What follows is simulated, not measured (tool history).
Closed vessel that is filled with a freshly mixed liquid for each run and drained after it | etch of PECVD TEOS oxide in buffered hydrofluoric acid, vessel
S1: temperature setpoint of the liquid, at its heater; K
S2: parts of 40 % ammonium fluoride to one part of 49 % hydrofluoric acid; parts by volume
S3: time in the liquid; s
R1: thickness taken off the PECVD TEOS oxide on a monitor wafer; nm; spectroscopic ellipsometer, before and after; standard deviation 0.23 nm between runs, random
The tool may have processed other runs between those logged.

run	hour	S1	S2	S3	R1
1	0.0	296.15	19	30	34.583
2	1.1	296.15	19	30	34.502
3	8.6	296.15	22	30	29.837
4	12.2	297.15	21	30	33.062
5	19.5	298.15	20	30	36.492
6	25.1	298.15	16	30	45.587
7	32.6	298.65	16	30	47.125
8	37.9	299.15	16	30	48.060

Run 9 comes next. What will it give?
9	41.6	299.65	16	30	?

R1: 49.595 nm

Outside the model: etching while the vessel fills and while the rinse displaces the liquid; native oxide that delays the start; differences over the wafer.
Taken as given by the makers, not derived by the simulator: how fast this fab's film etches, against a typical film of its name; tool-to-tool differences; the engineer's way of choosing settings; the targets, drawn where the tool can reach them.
